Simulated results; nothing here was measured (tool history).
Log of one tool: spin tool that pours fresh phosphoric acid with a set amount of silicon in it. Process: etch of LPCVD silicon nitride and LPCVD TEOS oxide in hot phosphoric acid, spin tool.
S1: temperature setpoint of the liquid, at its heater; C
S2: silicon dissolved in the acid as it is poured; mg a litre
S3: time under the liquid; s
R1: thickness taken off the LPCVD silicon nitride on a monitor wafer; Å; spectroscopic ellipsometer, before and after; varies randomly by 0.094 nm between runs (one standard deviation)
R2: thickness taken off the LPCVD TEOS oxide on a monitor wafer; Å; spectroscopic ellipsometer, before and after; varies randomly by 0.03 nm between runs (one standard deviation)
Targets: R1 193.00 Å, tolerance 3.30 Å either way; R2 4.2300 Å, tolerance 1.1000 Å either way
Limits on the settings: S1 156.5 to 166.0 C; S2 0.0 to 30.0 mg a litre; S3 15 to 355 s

{"run": 1, "day": 0.0, "S1": 161.0, "S2": 13.0, "S3": 180, "R1": 150.76, "R2": 4.8215}
{"run": 2, "day": 0.317, "S1": 161.0, "S2": 13.0, "S3": 125, "R1": 104.28, "R2": 3.005}
{"run": 3, "day": 0.433, "S1": 161.0, "S2": 18.0, "S3": 125, "R1": 105.2, "R2": 2.9581}
{"run": 4, "day": 0.508, "S1": 161.0, "S2": 18.0, "S3": 155, "R1": 129.49, "R2": 3.3924}
{"run": 5, "day": 0.871, "S1": 161.0, "S2": 22.5, "S3": 155, "R1": 128.87, "R2": 3.3746}
{"run": 6, "day": 1.071, "S1": 162.0, "S2": 24.5, "S3": 170, "R1": 147.32, "R2": 3.325}
{"run": 7, "day": 1.421, "S1": 163.0, "S2": 23.5, "S3": 175, "R1": 155.68, "R2": 4.268}
{"day": 1.75, "done": "heated supply line repaired"}
{"run": 8, "day": 1.75, "S1": 163.0, "S2": 30.0, "S3": 220, "R1": 217.97, "R2": 4.7518}
{"run": 9, "day": 1.9, "S1": 162.0, "S2": 28.0, "S3": 220, "R1": 213.48, "R2": 4.798}

Consider the 4 candidate settings below. Which is the only one whose results all fall within their allowed miss of target?
{"run": "A", "day": 2.05, "S1": 164.5, "S2": 14.5, "S3": 190, "R1": "?", "R2": "?"}
{"run": "B", "day": 2.05, "S1": 162.0, "S2": 30.0, "S3": 200, "R1": "?", "R2": "?"}
{"run": "C", "day": 2.05, "S1": 163.5, "S2": 27.5, "S3": 200, "R1": "?", "R2": "?"}
{"run": "D", "day": 2.05, "S1": 164.5, "S2": 27.5, "S3": 175, "R1": "?", "R2": "?"}

move=A R1=200.19 R2=7.0192
move=B R1=194.00 R2=3.8001
move=C R1=203.89 R2=4.6650
move=D R1=184.38 R2=4.3899
A: nearer than the last run, and not there yet
B: all results land within tolerance of their targets
C: nearer than the last run, and not there yet
D: the result that was furthest off in the last run now lies on the other side of its target
B meets every target.

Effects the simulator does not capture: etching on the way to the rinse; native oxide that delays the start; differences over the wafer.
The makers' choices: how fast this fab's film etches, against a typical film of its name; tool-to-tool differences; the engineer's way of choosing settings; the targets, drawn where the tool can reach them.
